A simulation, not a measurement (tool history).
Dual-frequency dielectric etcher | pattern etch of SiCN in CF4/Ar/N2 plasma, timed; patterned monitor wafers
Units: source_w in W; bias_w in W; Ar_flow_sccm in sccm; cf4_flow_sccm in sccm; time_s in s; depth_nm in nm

run 1 hour=0 | source_w=450 bias_w=71 Ar_flow_sccm=134 cf4_flow_sccm=61 time_s=87.5 | depth_nm=72.761
run 2 hour=3.7 | source_w=450 bias_w=71 Ar_flow_sccm=134 cf4_flow_sccm=55 time_s=87.5 | depth_nm=71.226
run 3 hour=4.4 | source_w=470 bias_w=71 Ar_flow_sccm=134 cf4_flow_sccm=55 time_s=87.5 | depth_nm=72.865
run 4 hour=9.4 | source_w=490 bias_w=71 Ar_flow_sccm=134 cf4_flow_sccm=55 time_s=87.5 | depth_nm=75.009
run 5 hour=16.5 | source_w=510 bias_w=71 Ar_flow_sccm=134 cf4_flow_sccm=55 time_s=87.5 | depth_nm=76.421
run 6 hour=20.2 | source_w=510 bias_w=71 Ar_flow_sccm=146 cf4_flow_sccm=55 time_s=87.5 | depth_nm=75.422

The next listed run, before its measurement:
run 7 hour=23.3 | source_w=570 bias_w=71 Ar_flow_sccm=146 cf4_flow_sccm=55 time_s=87.5 | depth_nm=?

Run 7 gave depth_nm 80.852 nm.
